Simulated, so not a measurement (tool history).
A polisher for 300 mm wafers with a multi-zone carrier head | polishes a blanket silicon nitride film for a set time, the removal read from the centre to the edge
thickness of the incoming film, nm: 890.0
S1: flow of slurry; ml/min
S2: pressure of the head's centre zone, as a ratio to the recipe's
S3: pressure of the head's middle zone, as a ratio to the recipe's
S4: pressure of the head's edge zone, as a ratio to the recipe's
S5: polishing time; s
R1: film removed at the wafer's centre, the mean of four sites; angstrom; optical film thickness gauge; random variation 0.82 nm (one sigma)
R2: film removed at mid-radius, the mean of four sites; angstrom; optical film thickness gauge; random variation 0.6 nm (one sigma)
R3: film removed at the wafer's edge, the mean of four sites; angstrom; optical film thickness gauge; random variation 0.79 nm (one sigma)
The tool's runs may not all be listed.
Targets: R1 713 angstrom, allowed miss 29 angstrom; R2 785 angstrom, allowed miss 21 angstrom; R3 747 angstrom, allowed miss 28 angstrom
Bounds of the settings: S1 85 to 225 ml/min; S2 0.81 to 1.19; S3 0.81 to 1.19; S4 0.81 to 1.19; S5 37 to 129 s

run,hour,S1,S2,S3,S4,S5,R1,R2,R3
1,0,145,1,1,1,83,1212.1,1234.7,1266.2
2,2.1,125,1,1,1,83,1144.2,1205.5,1221.8
3,8.2,125,1,1,1.03,83,1177.7,1195.2,1266.8
4,13.4,120,1,0.99,1,79,1085.9,1130.1,1198
5,19.4,120,1,0.91,1,79,1086.2,1040.7,1179.7
6,27.8,125,1,0.92,0.98,74,1041.5,1010.1,1112.3
7,32.6,125,0.99,0.93,0.96,70,976.25,975.23,1018.5
8,35.9,125,0.97,0.92,0.94,68,901.3,915.19,979.01
9,42.9,125,0.97,1.02,0.84,48,648.59,707.38,644.12
10,46.2,130,0.97,1.02,0.85,48,647.26,715.59,674.7
11,49.5,135,0.97,1.02,0.85,48,655.13,716.58,667.67
12,50.6,140,0.97,1.02,0.86,48,660.95,724,684.53
13,55.4,145,0.97,1.03,0.86,48,681.78,724.51,682.97
14,62,145,0.97,1.04,0.87,48,659.2,727.42,682.6
15,63.5,150,0.97,1.05,0.88,48,667.21,747.28,680.25
16,68.1,155,0.97,1.05,0.89,48,684.94,762.98,699.29
17,71.1,155,0.97,1.05,0.9,48,682.93,759.31,707.87
18,77.1,160,0.97,1.05,0.91,48,682.08,757.02,706.69

5 next moves are on the table. One of them brings every result within its allowed miss. Which?
A,83.1,145,0.99,0.95,1.01,52,?,?,?
B,83.1,140,0.95,1.01,0.88,52,?,?,?
C,83.1,155,0.93,1.06,0.88,48,?,?,?
D,83.1,135,0.88,1.03,1.08,52,?,?,?
E,83.1,175,0.97,0.96,0.94,49,?,?,?

move,R1,R2,R3
A,751.51,745.53,781.52
B,716.39,780.61,728.89
C,659.91,763.59,680.57
D,658.56,788.75,799.89
E,717.24,730.14,726.92
A: takes the result that was furthest off past its target
B: meets every target
C: further off than the last run
D: takes the result that was furthest off past its target
E: brings the result that was furthest off to its target, and leaves another outside
The right move is B.
